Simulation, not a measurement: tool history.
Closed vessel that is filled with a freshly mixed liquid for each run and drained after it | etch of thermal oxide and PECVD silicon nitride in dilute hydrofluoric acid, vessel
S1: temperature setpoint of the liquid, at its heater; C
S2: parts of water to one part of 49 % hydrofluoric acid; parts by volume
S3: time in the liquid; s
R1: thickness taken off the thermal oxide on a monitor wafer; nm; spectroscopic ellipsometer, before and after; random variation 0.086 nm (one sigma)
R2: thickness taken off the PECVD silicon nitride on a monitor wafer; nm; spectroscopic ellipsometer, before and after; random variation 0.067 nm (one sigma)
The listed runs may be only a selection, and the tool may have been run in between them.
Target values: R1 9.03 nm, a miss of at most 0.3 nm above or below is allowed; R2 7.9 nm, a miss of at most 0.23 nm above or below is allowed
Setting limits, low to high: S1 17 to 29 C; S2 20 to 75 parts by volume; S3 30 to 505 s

run  hour    S1  S2   S3      R1      R2
  1     0    21  45  255  26.654  22.507
  2   2.9    21  50  240  22.155  18.888
  3   9.1    21  50  165  15.582  13.115
  4  12.4    21  40  165  19.718  15.975
  5  20.6  20.5  45  165  17.075   13.85
  6  24.8  20.5  50  170  15.792  12.928
  7  30.3  20.5  55  170  14.162  11.828
  8  32.2  20.5  60  170  12.916  10.809
  9  35.7  20.5  65  170   11.62  9.9991
 10  40.2    20  70  170  10.554  8.9212
 11  49.2    20  70  170  10.463   9.091
 12    53  19.5  75  165  9.4726  7.8948

Which of these 4 next moves meets every target?
  A  56.8  19.5  65  145   ?   ?
  B  56.8    21  70  140   ?   ?
  C  56.8    19  75  175   ?   ?
  D  56.8  18.5  75  175   ?   ?

move      R1      R2
   A  9.4923    7.98
   B  9.0088   7.947
   C  9.6107  8.0927
   D    9.41  7.8166
A: about the same distance from the targets as the last run
B: in spec on every target
C: lands further from the targets than the last run did
D: nearer the targets than the last run, but a result is still out of spec
The right move is B.
